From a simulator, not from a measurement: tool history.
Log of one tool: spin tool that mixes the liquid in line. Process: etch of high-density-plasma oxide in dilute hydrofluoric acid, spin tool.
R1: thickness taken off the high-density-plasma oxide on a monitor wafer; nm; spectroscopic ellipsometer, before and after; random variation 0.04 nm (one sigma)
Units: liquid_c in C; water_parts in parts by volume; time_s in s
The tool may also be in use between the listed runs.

{"run": 1, "hour": 0.0, "liquid_c": 23.0, "water_parts": 175, "time_s": 225, "R1": 6.7736}
{"run": 2, "hour": 6.8, "liquid_c": 23.0, "water_parts": 120, "time_s": 225, "R1": 10.672}
{"run": 3, "hour": 10.0, "liquid_c": 22.0, "water_parts": 135, "time_s": 225, "R1": 8.9684}
{"run": 4, "hour": 14.1, "liquid_c": 22.0, "water_parts": 170, "time_s": 225, "R1": 6.7397}
{"run": 5, "hour": 16.0, "liquid_c": 22.0, "water_parts": 170, "time_s": 240, "R1": 7.1675}
{"run": 6, "hour": 17.2, "liquid_c": 21.5, "water_parts": 175, "time_s": 240, "R1": 6.9502}

Run 7 comes next. What will it give?
{"run": 7, "hour": 19.1, "liquid_c": 21.0, "water_parts": 180, "time_s": 240, "R1": "?"}

R1: 6.5888 nm
